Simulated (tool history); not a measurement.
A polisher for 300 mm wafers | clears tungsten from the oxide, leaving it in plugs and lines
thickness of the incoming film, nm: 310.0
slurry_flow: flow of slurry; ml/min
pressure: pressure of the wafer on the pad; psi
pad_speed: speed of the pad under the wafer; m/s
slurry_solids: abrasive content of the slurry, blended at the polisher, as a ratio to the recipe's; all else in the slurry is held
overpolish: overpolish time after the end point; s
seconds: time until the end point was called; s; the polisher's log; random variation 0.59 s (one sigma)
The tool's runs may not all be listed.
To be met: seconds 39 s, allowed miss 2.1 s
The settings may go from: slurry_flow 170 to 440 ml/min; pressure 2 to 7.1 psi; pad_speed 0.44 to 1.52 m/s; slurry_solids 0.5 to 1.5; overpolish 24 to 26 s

run	hour	slurry_flow	pressure	pad_speed	slurry_solids	overpolish	seconds
1	0	280	4.5	0.98	1	24	56.766
2	1.8	280	3.8	0.98	1	24	68.309
3	5	280	4.1	0.98	1	24	64.178
4	12.8	255	4.1	0.98	1	24	64.865
# hour 20.9: head pressure recalibrated
5	20.9	255	4.1	0.98	1	24	57.891
6	25	255	3.7	0.98	1	24	62.738
7	29.5	255	5	1.04	1	24	44.369
8	34.8	250	5	1.04	1	24	44.738
9	41.2	245	5.1	1.04	1	24	45.712
10	45.2	245	5.2	1.04	1	24	43.043
11	49.8	240	5.2	1.04	1	24	43.952

Which of these 5 next moves meets every target?
A	54.4	285	3.2	1.22	1.2	24	?
B	54.4	280	6.1	0.92	1.15	24	?
C	54.4	215	5.2	0.98	1	24	?
D	54.4	260	5	0.9	1	24	?
E	54.4	195	4.5	1.3	0.85	26	?

move	seconds
A	54.54
B	38.627
C	45.973
D	50.586
E	43.578
A: further off than the last run
B: meets every target
C: further off than the last run
D: further off than the last run
E: nearer than the last run, and not there yet
Answer: B

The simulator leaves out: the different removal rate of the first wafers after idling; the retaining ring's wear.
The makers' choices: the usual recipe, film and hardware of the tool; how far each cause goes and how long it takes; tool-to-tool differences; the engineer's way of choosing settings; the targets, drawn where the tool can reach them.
